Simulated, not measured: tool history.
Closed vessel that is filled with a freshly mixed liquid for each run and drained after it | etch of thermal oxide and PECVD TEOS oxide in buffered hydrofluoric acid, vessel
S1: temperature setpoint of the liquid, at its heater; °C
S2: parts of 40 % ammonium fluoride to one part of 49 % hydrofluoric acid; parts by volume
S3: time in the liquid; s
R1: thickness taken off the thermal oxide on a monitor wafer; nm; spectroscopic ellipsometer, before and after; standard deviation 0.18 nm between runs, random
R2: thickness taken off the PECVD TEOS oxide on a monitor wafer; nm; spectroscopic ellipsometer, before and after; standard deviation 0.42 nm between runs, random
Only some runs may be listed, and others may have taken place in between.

{"run": 1, "day": 0.0, "S1": 23, "S2": 16, "S3": 60, "R1": 43.346, "R2": 81.871}
{"run": 2, "day": 0.208, "S1": 20.5, "S2": 16, "S3": 60, "R1": 36.868, "R2": 71.317}
{"run": 3, "day": 0.308, "S1": 20.5, "S2": 16, "S3": 50, "R1": 30.734, "R2": 59.24}
{"run": 4, "day": 0.671, "S1": 23, "S2": 16, "S3": 50, "R1": 35.267, "R2": 68.929}
{"run": 5, "day": 1.017, "S1": 22, "S2": 16, "S3": 50, "R1": 33.526, "R2": 64.736}
{"run": 6, "day": 1.296, "S1": 22, "S2": 18, "S3": 50, "R1": 29.878, "R2": 58.024}
{"run": 7, "day": 1.362, "S1": 21.5, "S2": 18, "S3": 50, "R1": 28.757, "R2": 56.309}
{"run": 8, "day": 1.454, "S1": 21, "S2": 18, "S3": 50, "R1": 28.315, "R2": 54.553}
{"run": 9, "day": 1.571, "S1": 20.5, "S2": 18, "S3": 50, "R1": 27.402, "R2": 53.227}

Estimate the outcome of run 10 from the log above:
{"run": 10, "day": 1.638, "S1": 20.5, "S2": 18, "S3": 50, "R1": "?", "R2": "?"}

R1: 27.427 nm
R2: 53.621 nm

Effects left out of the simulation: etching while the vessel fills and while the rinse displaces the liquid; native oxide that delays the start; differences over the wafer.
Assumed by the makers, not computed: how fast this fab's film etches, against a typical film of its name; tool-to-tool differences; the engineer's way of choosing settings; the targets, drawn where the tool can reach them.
